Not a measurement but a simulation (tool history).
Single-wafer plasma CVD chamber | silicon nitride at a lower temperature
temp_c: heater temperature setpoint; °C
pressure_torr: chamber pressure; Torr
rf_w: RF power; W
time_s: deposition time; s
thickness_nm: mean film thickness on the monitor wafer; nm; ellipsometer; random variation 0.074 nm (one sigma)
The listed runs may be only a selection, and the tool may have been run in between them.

| run | hour | temp_c | pressure_torr | rf_w | time_s | thickness_nm |
|---|---|---|---|---|---|---|
| 1 | 0.0 | 365 | 1.75 | 365 | 15.2 | 20.676 |
| 2 | 7.3 | 358 | 1.75 | 365 | 15.2 | 20.502 |
| 3 | 8.6 | 358 | 1.71 | 365 | 15.2 | 20.422 |
| 4 | 10.9 | 358 | 1.52 | 365 | 15.2 | 19.593 |
| 5 | 15.0 | 358 | 1.51 | 365 | 15.2 | 19.593 |
| 6 | 22.8 | 358 | 1.51 | 320 | 15.2 | 17.886 |
| 7 | 31.1 | 358 | 1.54 | 320 | 15.2 | 17.988 |
| 8 | 36.7 | 358 | 1.87 | 330 | 15.2 | 19.714 |
| 9 | 44.3 | 358 | 1.86 | 330 | 15.2 | 19.764 |

For run 10, what comes out?
| 10 | 53.1 | 358 | 1.85 | 330 | 15.2 | ? |

thickness_nm: 19.670 nm
